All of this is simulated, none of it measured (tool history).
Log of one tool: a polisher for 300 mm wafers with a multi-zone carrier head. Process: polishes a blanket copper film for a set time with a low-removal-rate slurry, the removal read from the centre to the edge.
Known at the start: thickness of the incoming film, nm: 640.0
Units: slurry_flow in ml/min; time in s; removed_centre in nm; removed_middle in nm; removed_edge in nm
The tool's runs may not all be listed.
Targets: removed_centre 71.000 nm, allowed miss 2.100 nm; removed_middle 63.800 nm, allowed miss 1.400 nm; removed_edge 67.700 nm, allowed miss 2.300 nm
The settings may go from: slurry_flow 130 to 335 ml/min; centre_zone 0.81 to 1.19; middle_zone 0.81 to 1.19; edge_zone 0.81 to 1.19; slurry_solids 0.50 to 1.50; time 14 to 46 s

| run | hour | slurry_flow | centre_zone | middle_zone | edge_zone | slurry_solids | time | removed_centre | removed_middle | removed_edge |
|---|---|---|---|---|---|---|---|---|---|---|
| 1 | 0.0 | 215 | 1.00 | 1.00 | 1.00 | 1.00 | 30 | 64.518 | 63.814 | 61.906 |
| 2 | 8.2 | 215 | 1.00 | 1.00 | 0.94 | 1.00 | 30 | 64.468 | 63.644 | 58.571 |
| 3 | 14.7 | 220 | 1.01 | 0.99 | 0.96 | 1.00 | 30 | 64.823 | 63.672 | 60.122 |
| 4 | 15.9 | 220 | 0.94 | 0.99 | 0.96 | 1.00 | 30 | 60.423 | 63.434 | 59.386 |
| 5 | 20.2 | 230 | 0.95 | 0.98 | 0.97 | 1.00 | 30 | 60.510 | 63.682 | 60.814 |
| 6 | 28.8 | 230 | 0.95 | 0.98 | 0.97 | 0.90 | 30 | 60.207 | 62.499 | 59.070 |
| 7 | 34.8 | 235 | 0.96 | 0.97 | 0.98 | 0.90 | 30 | 59.710 | 60.964 | 59.990 |
| 8 | 39.7 | 240 | 0.98 | 0.97 | 0.99 | 0.90 | 30 | 61.705 | 61.361 | 59.333 |
| 9 | 46.2 | 240 | 0.99 | 0.97 | 1.01 | 0.90 | 30 | 62.852 | 61.487 | 61.916 |
| 10 | 49.3 | 245 | 1.00 | 0.97 | 1.02 | 0.90 | 30 | 63.298 | 60.960 | 61.230 |
| 11 | 50.7 | 245 | 1.01 | 0.97 | 1.03 | 0.90 | 30 | 63.493 | 61.647 | 60.783 |
| 12 | 55.8 | 245 | 1.02 | 0.97 | 1.05 | 0.90 | 30 | 65.533 | 61.435 | 62.722 |
| 13 | 56.3 | 250 | 1.02 | 0.97 | 1.06 | 0.90 | 30 | 63.589 | 60.734 | 62.965 |
| 14 | 60.5 | 275 | 1.12 | 0.99 | 1.12 | 1.05 | 30 | 74.093 | 65.463 | 66.228 |
| 15 | 68.1 | 270 | 1.12 | 0.99 | 1.12 | 1.05 | 30 | 75.351 | 64.947 | 65.928 |

Which of these 5 next moves meets every target?
| A | 75.7 | 240 | 1.19 | 0.96 | 1.17 | 1.10 | 30 | ? | ? | ? |
| B | 75.7 | 225 | 1.15 | 0.99 | 1.13 | 1.10 | 30 | ? | ? | ? |
| C | 75.7 | 245 | 1.08 | 0.97 | 1.16 | 1.10 | 30 | ? | ? | ? |
| D | 75.7 | 285 | 1.19 | 1.00 | 1.07 | 1.05 | 30 | ? | ? | ? |
| E | 75.7 | 210 | 1.19 | 0.90 | 1.10 | 0.85 | 33 | ? | ? | ? |

| move | removed_centre | removed_middle | removed_edge |
|---|---|---|---|
| A | 78.371 | 63.969 | 68.414 |
| B | 75.261 | 65.294 | 66.885 |
| C | 71.225 | 64.682 | 68.192 |
| D | 78.866 | 66.511 | 65.392 |
| E | 80.549 | 62.416 | 68.501 |
A: further off than the last run
B: as far off as the last run
C: meets every target
D: further off than the last run
E: further off than the last run
Move C is the one to make.

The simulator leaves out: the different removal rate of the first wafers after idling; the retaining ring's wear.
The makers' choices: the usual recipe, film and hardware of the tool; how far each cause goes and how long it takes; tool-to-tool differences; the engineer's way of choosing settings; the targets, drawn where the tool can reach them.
